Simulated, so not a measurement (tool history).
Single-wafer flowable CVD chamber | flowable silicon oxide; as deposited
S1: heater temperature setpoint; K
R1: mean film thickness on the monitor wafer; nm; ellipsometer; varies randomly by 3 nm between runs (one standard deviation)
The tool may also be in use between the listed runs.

{"run": 1, "hour": 0.0, "S1": 373.15, "chamber pressure (mTorr)": 704, "RF power (W)": 1835, "deposition time (s)": 881, "R1": 420.28}
{"run": 2, "hour": 6.3, "S1": 378.15, "chamber pressure (mTorr)": 704, "RF power (W)": 1835, "deposition time (s)": 881, "R1": 347.72}
{"run": 3, "hour": 15.3, "S1": 372.15, "chamber pressure (mTorr)": 704, "RF power (W)": 1835, "deposition time (s)": 881, "R1": 436.35}
{"run": 4, "hour": 22.9, "S1": 366.15, "chamber pressure (mTorr)": 705, "RF power (W)": 1835, "deposition time (s)": 881, "R1": 544.74}
{"run": 5, "hour": 30.5, "S1": 366.15, "chamber pressure (mTorr)": 626, "RF power (W)": 1835, "deposition time (s)": 881, "R1": 489.94}
{"run": 6, "hour": 38.1, "S1": 361.15, "chamber pressure (mTorr)": 627, "RF power (W)": 1835, "deposition time (s)": 881, "R1": 585.79}

Forecast run 7:
{"run": 7, "hour": 42.4, "S1": 358.15, "chamber pressure (mTorr)": 628, "RF power (W)": 1835, "deposition time (s)": 881, "R1": "?"}

Run 7 yielded R1 642.80 nm.
